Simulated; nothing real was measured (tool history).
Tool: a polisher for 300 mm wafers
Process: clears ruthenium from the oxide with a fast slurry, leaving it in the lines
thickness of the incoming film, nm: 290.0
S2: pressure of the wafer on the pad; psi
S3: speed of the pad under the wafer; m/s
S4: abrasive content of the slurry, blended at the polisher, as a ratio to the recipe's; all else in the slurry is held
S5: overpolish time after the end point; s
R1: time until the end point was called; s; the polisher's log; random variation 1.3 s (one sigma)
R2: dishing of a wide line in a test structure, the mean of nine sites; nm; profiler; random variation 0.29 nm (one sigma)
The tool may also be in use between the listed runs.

{"run": 1, "hour": 0.0, "flow of slurry (ml/min)": 180, "S2": 2.7, "S3": 1.22, "S4": 1.0, "S5": 22, "R1": 55.857, "R2": 77.287}
{"run": 2, "hour": 7.2, "flow of slurry (ml/min)": 185, "S2": 2.5, "S3": 1.1, "S4": 1.0, "S5": 18, "R1": 67.673, "R2": 57.364}
{"run": 3, "hour": 7.8, "flow of slurry (ml/min)": 165, "S2": 2.4, "S3": 1.06, "S4": 0.95, "S5": 15, "R1": 76.043, "R2": 43.168}
{"run": 4, "hour": 12.1, "flow of slurry (ml/min)": 165, "S2": 2.4, "S3": 0.94, "S4": 0.95, "S5": 15, "R1": 83.756, "R2": 39.34}
{"run": 5, "hour": 17.3, "flow of slurry (ml/min)": 150, "S2": 2.5, "S3": 0.9, "S4": 0.9, "S5": 13, "R1": 89.863, "R2": 33.186}
{"run": 6, "hour": 21.4, "flow of slurry (ml/min)": 150, "S2": 2.5, "S3": 0.9, "S4": 0.9, "S5": 18, "R1": 89.114, "R2": 44.94}
{"run": 7, "hour": 27.3, "flow of slurry (ml/min)": 145, "S2": 2.4, "S3": 0.92, "S4": 0.9, "S5": 15, "R1": 93.588, "R2": 37.779}
{"run": 8, "hour": 31.9, "flow of slurry (ml/min)": 170, "S2": 2.3, "S3": 0.88, "S4": 0.9, "S5": 13, "R1": 95.855, "R2": 30.923}
{"run": 9, "hour": 38.2, "flow of slurry (ml/min)": 190, "S2": 2.3, "S3": 0.88, "S4": 0.9, "S5": 12, "R1": 95.592, "R2": 29.498}

The next listed run, before its measurement:
{"run": 10, "hour": 39.6, "flow of slurry (ml/min)": 200, "S2": 2.3, "S3": 0.88, "S4": 0.9, "S5": 11, "R1": "?", "R2": "?"}

R1: 94.938 s
R2: 27.050 nm
